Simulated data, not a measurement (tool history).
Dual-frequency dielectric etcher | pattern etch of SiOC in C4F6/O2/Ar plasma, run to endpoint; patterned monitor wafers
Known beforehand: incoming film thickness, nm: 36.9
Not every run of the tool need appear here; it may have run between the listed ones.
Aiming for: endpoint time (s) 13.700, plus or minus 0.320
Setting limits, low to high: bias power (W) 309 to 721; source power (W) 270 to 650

run  hour  bias power (W)  source power (W)  endpoint time (s)
  1   0.0             515               460             10.920
  2   0.8             456               460             11.329
  3   4.4             418               460             11.722
  4  11.4             406               450             12.059
  5  15.3             406               410             12.081
  6  23.4             406               490             11.609
  7  28.6             395               470             11.881
  8  30.5             309               370             14.119

Exactly one of the 4 candidate moves below puts every result within its allowed miss. Which one?
  A  32.4             341               290                  ?
  B  32.4             309               330                  ?
  C  32.4             309               320                  ?
  D  32.4             309               410                  ?

move  endpoint time (s)
   A             14.545
   B             14.466
   C             14.610
   D             13.467
A: misses by more than the last run did
B: misses by more than the last run did
C: misses by more than the last run did
D: all results land within tolerance of their targets
Answer: D
